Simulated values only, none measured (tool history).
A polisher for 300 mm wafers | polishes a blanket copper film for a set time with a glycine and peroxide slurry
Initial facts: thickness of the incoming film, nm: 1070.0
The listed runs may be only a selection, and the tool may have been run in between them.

| run | day | flow of slurry (ml/min) | pressure of the wafer on the pad (psi) | speed of the pad under the wafer (cm/s) | polishing time (s) | film removed (nm) |
|---|---|---|---|---|---|---|
| 1 | 0 | 130 | 2.1 | 114 | 60 | 249.36 |
| 2 | 0.271 | 130 | 2.1 | 114 | 60 | 251.54 |
| 3 | 0.358 | 130 | 2.1 | 114 | 60 | 251.14 |
| 4 | 0.621 | 130 | 2.1 | 124 | 60 | 264.67 |
| 5 | 0.725 | 125 | 1.8 | 120 | 60 | 224.38 |
| 6 | 1.042 | 120 | 1.6 | 120 | 60 | 212 |

For run 7, what comes out?
| 7 | 1.288 | 115 | 1 | 102 | 60 | ? |

For run 7 the tool returned film removed (nm) 137.24.

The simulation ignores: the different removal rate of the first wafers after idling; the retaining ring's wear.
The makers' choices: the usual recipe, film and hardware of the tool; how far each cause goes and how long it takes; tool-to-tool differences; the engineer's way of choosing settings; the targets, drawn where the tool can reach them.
